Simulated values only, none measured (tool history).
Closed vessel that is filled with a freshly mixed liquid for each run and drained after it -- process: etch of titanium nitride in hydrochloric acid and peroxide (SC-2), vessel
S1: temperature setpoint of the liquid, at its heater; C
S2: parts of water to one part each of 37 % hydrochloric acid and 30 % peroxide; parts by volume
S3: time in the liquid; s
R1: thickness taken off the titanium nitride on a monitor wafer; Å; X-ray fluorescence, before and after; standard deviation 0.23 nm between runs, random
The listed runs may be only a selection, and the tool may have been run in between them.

run  hour    S1  S2    S3      R1
  1     0    45   9  1015  112.01
  2   2.2  47.5   9  1015  132.48
  3   3.7  49.5   9  1015  151.57
  4   7.1  49.5   6  1015  208.43
  5  11.8  49.5   6   805  167.89
  6  13.6  49.5   6   805  165.51
  7  19.9    51   6   805  184.56
  8  24.1  52.5   6   805  202.38
  9  25.6    54   6   805  224.28

The next listed run, before its measurement:
 10    33  55   6  805   ?

For run 10 the tool returned R1 240.38 Å.

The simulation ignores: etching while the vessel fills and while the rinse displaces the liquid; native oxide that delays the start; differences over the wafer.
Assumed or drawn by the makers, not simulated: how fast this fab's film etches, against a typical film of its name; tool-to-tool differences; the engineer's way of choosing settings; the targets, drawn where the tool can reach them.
